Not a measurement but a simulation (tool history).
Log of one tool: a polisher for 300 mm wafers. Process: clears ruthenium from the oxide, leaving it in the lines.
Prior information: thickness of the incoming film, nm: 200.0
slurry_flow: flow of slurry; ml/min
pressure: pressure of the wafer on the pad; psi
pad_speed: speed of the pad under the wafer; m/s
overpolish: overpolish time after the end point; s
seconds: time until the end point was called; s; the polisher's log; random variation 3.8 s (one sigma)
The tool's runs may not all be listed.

| run | hour | slurry_flow | pressure | pad_speed | overpolish | seconds |
|---|---|---|---|---|---|---|
| 1 | 0.0 | 160 | 1.9 | 1.26 | 5 | 184.88 |
| 2 | 5.7 | 160 | 2.2 | 1.26 | 5 | 161.52 |
| 3 | 14.2 | 160 | 2.2 | 1.26 | 5 | 160.83 |
| 4 | 21.4 | 160 | 1.9 | 1.24 | 5 | 191.31 |
| 5 | 27.8 | 160 | 1.7 | 1.24 | 5 | 205.86 |
| 6 | 29.7 | 160 | 1.7 | 1.24 | 5 | 208.58 |
| 7 | 34.9 | 160 | 1.5 | 1.24 | 5 | 232.55 |
| 8 | 42.0 | 160 | 1.4 | 1.24 | 5 | 249.31 |
| 9 | 47.0 | 160 | 1.4 | 1.24 | 5 | 244.83 |
| 10 | 51.3 | 160 | 1.3 | 1.24 | 5 | 268.03 |

The next listed run, before its measurement:
| 11 | 57.8 | 160 | 1.2 | 1.24 | 5 | ? |

{"run 11": {"seconds": 287.25}}
